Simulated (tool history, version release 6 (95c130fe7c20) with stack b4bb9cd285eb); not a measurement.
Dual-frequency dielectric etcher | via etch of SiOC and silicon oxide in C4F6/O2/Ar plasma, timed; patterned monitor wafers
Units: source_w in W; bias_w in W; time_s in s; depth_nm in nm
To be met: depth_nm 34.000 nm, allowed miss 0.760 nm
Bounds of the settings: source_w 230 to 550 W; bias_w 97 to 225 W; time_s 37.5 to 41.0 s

| run | day | source_w | bias_w | time_s | depth_nm |
|---|---|---|---|---|---|
| 1 | 0.000 | 390 | 161 | 41.0 | 38.898 |
| 2 | 0.175 | 380 | 159 | 41.0 | 38.308 |
| 3 | 0.325 | 380 | 172 | 41.0 | 39.792 |
| 4 | 0.371 | 360 | 170 | 41.0 | 38.763 |
| 5 | 0.467 | 360 | 170 | 41.0 | 38.988 |
| 6 | 0.754 | 360 | 188 | 41.0 | 40.383 |
| 7 | 0.842 | 360 | 188 | 41.0 | 40.573 |
| 8 | 1.138 | 280 | 156 | 39.5 | 32.937 |

4 next moves are on the table. One of them brings every result within its allowed miss. Which?
| A | 1.433 | 340 | 166 | 38.5 | ? |
| B | 1.433 | 260 | 162 | 39.5 | ? |
| C | 1.433 | 280 | 165 | 38.0 | ? |
| D | 1.433 | 300 | 163 | 39.0 | ? |

| move | depth_nm |
|---|---|
| A | 35.762 |
| B | 32.982 |
| C | 32.842 |
| D | 34.354 |
A: takes the result that was furthest off past its target
B: as far off as the last run
C: further off than the last run
D: meets every target
Answer: D
